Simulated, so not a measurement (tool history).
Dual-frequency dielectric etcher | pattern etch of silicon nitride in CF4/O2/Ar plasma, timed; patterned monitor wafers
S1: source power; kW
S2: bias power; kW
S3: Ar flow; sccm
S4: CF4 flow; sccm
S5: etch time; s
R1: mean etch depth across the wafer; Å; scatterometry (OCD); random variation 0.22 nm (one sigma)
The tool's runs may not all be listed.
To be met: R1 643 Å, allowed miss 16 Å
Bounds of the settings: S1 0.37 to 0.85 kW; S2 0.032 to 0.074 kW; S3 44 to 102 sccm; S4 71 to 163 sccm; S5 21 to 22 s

run,hour,S1,S2,S3,S4,S5,R1
1,0,0.61,0.053,73,117,21,535.04
2,4.6,0.61,0.044,73,117,21,502.82
3,11.7,0.53,0.044,73,117,21,446.6
4,14.2,0.53,0.039,73,117,21,429.07
5,21.6,0.53,0.039,83,117,21,423.54
6,22.6,0.61,0.039,83,117,21,474.55
7,23.9,0.67,0.04,83,117,21,519.95
8,27.9,0.71,0.04,83,117,21,542.93

Which of these 5 next moves meets every target?
A,31.9,0.63,0.036,81,131,21.5,?
B,31.9,0.59,0.037,87,95,21,?
C,31.9,0.83,0.041,81,122,21.5,?
D,31.9,0.63,0.04,83,95,21,?
E,31.9,0.73,0.047,74,101,21,?

move,R1
A,493.88
B,440.21
C,644.18
D,480.34
E,586.19
A: further off than the last run
B: further off than the last run
C: meets every target
D: further off than the last run
E: nearer than the last run, and not there yet
The right move is C.

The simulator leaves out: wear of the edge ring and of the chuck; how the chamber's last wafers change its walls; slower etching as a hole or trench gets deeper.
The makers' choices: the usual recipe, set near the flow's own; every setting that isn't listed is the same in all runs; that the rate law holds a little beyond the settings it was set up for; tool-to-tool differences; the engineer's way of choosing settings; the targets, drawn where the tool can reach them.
